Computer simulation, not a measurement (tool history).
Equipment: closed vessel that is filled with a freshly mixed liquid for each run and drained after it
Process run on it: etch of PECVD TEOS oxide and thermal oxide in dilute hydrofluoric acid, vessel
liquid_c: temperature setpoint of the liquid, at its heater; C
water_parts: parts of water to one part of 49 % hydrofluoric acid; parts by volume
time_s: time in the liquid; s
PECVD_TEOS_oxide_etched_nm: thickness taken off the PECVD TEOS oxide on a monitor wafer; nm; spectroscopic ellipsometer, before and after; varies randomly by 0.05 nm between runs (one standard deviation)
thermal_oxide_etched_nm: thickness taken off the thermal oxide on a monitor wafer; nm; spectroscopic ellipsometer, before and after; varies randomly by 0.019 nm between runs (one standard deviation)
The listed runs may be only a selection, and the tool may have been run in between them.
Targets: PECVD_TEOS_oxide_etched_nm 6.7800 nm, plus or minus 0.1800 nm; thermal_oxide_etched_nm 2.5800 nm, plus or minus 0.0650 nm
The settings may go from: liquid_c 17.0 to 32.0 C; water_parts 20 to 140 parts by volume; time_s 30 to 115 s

run,day,liquid_c,water_parts,time_s,PECVD_TEOS_oxide_etched_nm,thermal_oxide_etched_nm
1,0.000,24.0,75,60,11.2280,4.2249
2,0.329,22.0,80,60,9.5364,3.6820
3,0.646,25.0,80,60,10.8590,4.0923
4,0.783,25.0,55,60,16.4030,6.1399
5,0.938,23.0,65,60,12.5310,4.8236
6,1.258,22.0,75,60,10.2150,3.9420
7,1.554,18.0,90,60,7.2138,2.7316
8,1.717,17.5,90,60,7.1475,2.6761

Exercise: of the 4 proposed moves below, exactly one satisfies all targets within the stated allowed misses. Which move is it?
A,1.879,17.0,105,65,?,?
B,1.879,18.5,125,80,?,?
C,1.879,20.0,105,65,?,?
D,1.879,23.5,85,40,?,?

move,PECVD_TEOS_oxide_etched_nm,thermal_oxide_etched_nm
A,6.3642,2.4167
B,6.8419,2.5981
C,7.1893,2.7301
D,6.4385,2.4450
A: carries the result that was furthest off beyond its target, to the other side
B: hits every target within its allowed miss
C: the biggest miss grows against the last run
D: carries the result that was furthest off beyond its target, to the other side
B meets every target.
